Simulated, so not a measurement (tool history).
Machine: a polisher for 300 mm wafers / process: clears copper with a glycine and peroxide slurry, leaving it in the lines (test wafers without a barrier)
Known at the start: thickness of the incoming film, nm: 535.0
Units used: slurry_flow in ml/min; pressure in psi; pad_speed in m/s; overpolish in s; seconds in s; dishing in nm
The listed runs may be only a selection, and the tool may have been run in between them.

Run 1, hour 0.0: slurry_flow 260 ml/min, pressure 1.8 psi, pad_speed 1.12 m/s, overpolish 26 s. Result: seconds 106.04 s, dishing 53.954 nm.
Run 2, hour 1.8: slurry_flow 260 ml/min, pressure 1.7 psi, pad_speed 1.10 m/s, overpolish 28 s. Result: seconds 111.51 s, dishing 54.369 nm.
Run 3, hour 9.8: slurry_flow 260 ml/min, pressure 1.9 psi, pad_speed 1.10 m/s, overpolish 28 s. Result: seconds 103.82 s, dishing 54.638 nm.
Run 4, hour 18.7: slurry_flow 260 ml/min, pressure 1.9 psi, pad_speed 1.10 m/s, overpolish 37 s. Result: seconds 104.96 s, dishing 62.819 nm.
Run 5, hour 20.5: slurry_flow 260 ml/min, pressure 1.8 psi, pad_speed 1.10 m/s, overpolish 38 s. Result: seconds 108.32 s, dishing 61.598 nm.
Run 6, hour 26.6: slurry_flow 260 ml/min, pressure 1.4 psi, pad_speed 1.10 m/s, overpolish 38 s. Result: seconds 120.06 s, dishing 59.209 nm.

Run 7 comes next. What will it give?
Run 7, hour 28.8: slurry_flow 260 ml/min, pressure 1.4 psi, pad_speed 1.10 m/s, overpolish 39 s. Result: seconds ?, dishing ?.

Logged for run 7: seconds 122.87 s, dishing 60.160 nm.

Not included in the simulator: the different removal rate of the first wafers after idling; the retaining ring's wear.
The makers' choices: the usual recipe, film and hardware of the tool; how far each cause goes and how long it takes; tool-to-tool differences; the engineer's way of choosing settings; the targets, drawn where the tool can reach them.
